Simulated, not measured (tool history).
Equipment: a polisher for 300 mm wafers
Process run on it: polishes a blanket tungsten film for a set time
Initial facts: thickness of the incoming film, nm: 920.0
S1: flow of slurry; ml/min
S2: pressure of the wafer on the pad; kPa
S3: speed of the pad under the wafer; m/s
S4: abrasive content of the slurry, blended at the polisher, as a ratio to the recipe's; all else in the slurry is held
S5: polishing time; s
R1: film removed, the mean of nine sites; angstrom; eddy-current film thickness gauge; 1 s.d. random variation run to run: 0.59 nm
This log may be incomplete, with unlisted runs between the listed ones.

run  hour   S1    S2    S3   S4  S5      R1
  1   0.0  125  20.0  1.00  1.0  20  784.78
  2   2.1  125  20.0  1.00  1.2  20  812.91
  3   2.7  125  20.0  1.20  1.2  20  966.81
  4   8.6  120  17.9  1.20  1.2  20  869.89
  5   9.8  115  16.5  1.20  1.2  20  811.28
  6  18.4  115  16.5  1.20  1.2  18  726.24

Run 7 has not been measured yet. What should we expect?
  7  25.9  110  16.5  1.20  1.2  18   ?

{"run 7": {"R1": 713.66}}

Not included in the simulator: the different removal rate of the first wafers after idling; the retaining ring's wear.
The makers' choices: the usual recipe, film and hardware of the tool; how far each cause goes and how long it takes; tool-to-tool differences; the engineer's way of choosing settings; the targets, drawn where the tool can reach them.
